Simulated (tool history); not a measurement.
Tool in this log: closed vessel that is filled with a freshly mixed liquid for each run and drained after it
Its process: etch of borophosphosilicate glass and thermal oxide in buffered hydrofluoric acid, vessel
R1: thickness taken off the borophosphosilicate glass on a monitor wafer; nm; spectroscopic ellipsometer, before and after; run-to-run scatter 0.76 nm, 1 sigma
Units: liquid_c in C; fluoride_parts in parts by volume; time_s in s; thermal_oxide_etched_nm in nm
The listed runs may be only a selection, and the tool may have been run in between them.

run 1 hour=0 | liquid_c=21 fluoride_parts=21 time_s=60 | R1=43.436 thermal_oxide_etched_nm=37.473
run 2 hour=9.2 | liquid_c=21 fluoride_parts=18.5 time_s=60 | R1=49.159 thermal_oxide_etched_nm=42.89
run 3 hour=13.6 | liquid_c=21 fluoride_parts=18.5 time_s=75 | R1=61.386 thermal_oxide_etched_nm=53.152
run 4 hour=19.4 | liquid_c=22 fluoride_parts=18.5 time_s=75 | R1=64.635 thermal_oxide_etched_nm=56.084
run 5 hour=27.9 | liquid_c=22 fluoride_parts=16.5 time_s=75 | R1=72.964 thermal_oxide_etched_nm=63.165
run 6 hour=30 | liquid_c=22 fluoride_parts=11 time_s=75 | R1=106.52 thermal_oxide_etched_nm=92.899
-- hour=33.7 hydrofluoric acid flow meter replaced
run 7 hour=33.7 | liquid_c=22 fluoride_parts=11 time_s=75 | R1=97.289 thermal_oxide_etched_nm=84.946

Forecast run 8:
run 8 hour=41 | liquid_c=22 fluoride_parts=11 time_s=75 | R1=? thermal_oxide_etched_nm=?

R1: 96.695 nm
thermal_oxide_etched_nm: 84.395 nm
